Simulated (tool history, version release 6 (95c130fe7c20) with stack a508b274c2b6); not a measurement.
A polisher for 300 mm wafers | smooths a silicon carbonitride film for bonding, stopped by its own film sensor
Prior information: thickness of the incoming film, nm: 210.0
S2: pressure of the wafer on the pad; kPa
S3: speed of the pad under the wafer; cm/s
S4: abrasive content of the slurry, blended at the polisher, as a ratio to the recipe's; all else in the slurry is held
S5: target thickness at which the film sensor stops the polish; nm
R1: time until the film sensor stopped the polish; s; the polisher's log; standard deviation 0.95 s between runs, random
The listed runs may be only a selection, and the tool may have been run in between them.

Run 1, day 0.000: flow of slurry (ml/min) 240, S2 9.7 kPa, S3 116 cm/s, S4 1.0, S5 175 nm. Result: R1 153.32 s.
Run 2, day 0.233: flow of slurry (ml/min) 240, S2 10.3 kPa, S3 116 cm/s, S4 1.0, S5 175 nm. Result: R1 147.03 s.
Run 3, day 0.421: flow of slurry (ml/min) 210, S2 10.3 kPa, S3 116 cm/s, S4 1.0, S5 175 nm. Result: R1 150.08 s.
Run 4, day 0.558: flow of slurry (ml/min) 230, S2 11.0 kPa, S3 116 cm/s, S4 1.0, S5 175 nm. Result: R1 139.52 s.
Run 5, day 0.808: flow of slurry (ml/min) 240, S2 11.7 kPa, S3 116 cm/s, S4 1.0, S5 175 nm. Result: R1 132.00 s.
Run 6, day 1.125: flow of slurry (ml/min) 245, S2 12.4 kPa, S3 116 cm/s, S4 1.0, S5 175 nm. Result: R1 126.72 s.

Run 7 comes next. What will it give?
Run 7, day 1.383: flow of slurry (ml/min) 245, S2 13.1 kPa, S3 116 cm/s, S4 1.0, S5 175 nm. Result: R1 ?.

R1: 118.54 s
